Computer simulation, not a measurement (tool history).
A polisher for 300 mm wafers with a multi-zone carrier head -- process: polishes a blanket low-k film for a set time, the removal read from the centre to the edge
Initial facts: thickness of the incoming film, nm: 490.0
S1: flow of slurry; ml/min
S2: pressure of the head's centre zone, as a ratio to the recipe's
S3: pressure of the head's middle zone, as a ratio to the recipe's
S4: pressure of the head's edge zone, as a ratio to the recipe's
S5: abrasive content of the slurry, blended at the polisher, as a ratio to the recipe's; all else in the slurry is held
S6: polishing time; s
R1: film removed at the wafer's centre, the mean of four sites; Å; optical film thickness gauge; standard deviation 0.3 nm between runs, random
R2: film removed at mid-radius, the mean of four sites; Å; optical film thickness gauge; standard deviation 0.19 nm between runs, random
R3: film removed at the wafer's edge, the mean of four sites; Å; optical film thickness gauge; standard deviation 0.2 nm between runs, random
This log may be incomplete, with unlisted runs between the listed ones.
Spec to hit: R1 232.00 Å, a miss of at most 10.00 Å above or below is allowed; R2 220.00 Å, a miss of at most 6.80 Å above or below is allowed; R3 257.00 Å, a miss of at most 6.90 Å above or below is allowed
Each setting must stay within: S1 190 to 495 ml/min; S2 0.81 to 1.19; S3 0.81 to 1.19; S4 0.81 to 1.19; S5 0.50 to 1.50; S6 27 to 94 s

run 1 hour=0.0 | S1=320 S2=1.00 S3=1.00 S4=1.00 S5=1.00 S6=60 | R1=253.11 R2=282.29 R3=287.73
run 2 hour=8.2 | S1=315 S2=1.00 S3=0.97 S4=0.99 S5=0.95 S6=60 | R1=240.72 R2=267.30 R3=276.44
run 3 hour=13.1 | S1=315 S2=1.00 S3=0.97 S4=0.99 S5=0.95 S6=66 | R1=272.99 R2=290.50 R3=308.51
run 4 hour=15.7 | S1=310 S2=1.00 S3=0.94 S4=0.97 S5=0.90 S6=66 | R1=263.68 R2=277.52 R3=293.68
run 5 hour=17.8 | S1=310 S2=1.00 S3=0.94 S4=0.97 S5=1.10 S6=66 | R1=288.30 R2=306.80 R3=321.69
run 6 hour=25.6 | S1=310 S2=1.00 S3=0.97 S4=0.97 S5=1.10 S6=66 | R1=290.02 R2=313.12 R3=319.99
run 7 hour=28.0 | S1=310 S2=1.00 S3=0.97 S4=0.97 S5=1.10 S6=66 | R1=289.10 R2=311.43 R3=323.81
run 8 hour=34.8 | S1=295 S2=1.00 S3=0.94 S4=0.97 S5=1.00 S6=66 | R1=274.23 R2=290.68 R3=309.73
-- hour=39.3 centre zone pressure recalibrated
run 9 hour=39.3 | S1=295 S2=1.00 S3=0.92 S4=0.96 S5=0.95 S6=66 | R1=303.51 R2=279.63 R3=301.27

5 next moves are on the table. One of them brings every result within its allowed miss. Which?
run A hour=43.8 | S1=310 S2=0.94 S3=0.89 S4=0.92 S5=0.85 S6=61 | R1=? R2=? R3=?
run B hour=43.8 | S1=320 S2=0.86 S3=0.98 S4=1.18 S5=0.75 S6=60 | R1=? R2=? R3=?
run C hour=43.8 | S1=275 S2=1.03 S3=0.92 S4=0.87 S5=0.95 S6=78 | R1=? R2=? R3=?
run D hour=43.8 | S1=375 S2=0.96 S3=0.87 S4=1.07 S5=0.85 S6=55 | R1=? R2=? R3=?
run E hour=43.8 | S1=215 S2=0.92 S3=0.94 S4=1.01 S5=1.00 S6=55 | R1=? R2=? R3=?

move=A R1=250.50 R2=238.45 R3=258.81
move=B R1=213.86 R2=236.16 R3=269.94
move=C R1=362.78 R2=325.60 R3=337.43
move=D R1=234.39 R2=215.01 R3=254.17
move=E R1=228.82 R2=231.91 R3=255.53
A: better than the last run, though not everything is in spec
B: better than the last run, though not everything is in spec
C: the biggest miss grows against the last run
D: in spec on every target
E: better than the last run, though not everything is in spec
Answer: D
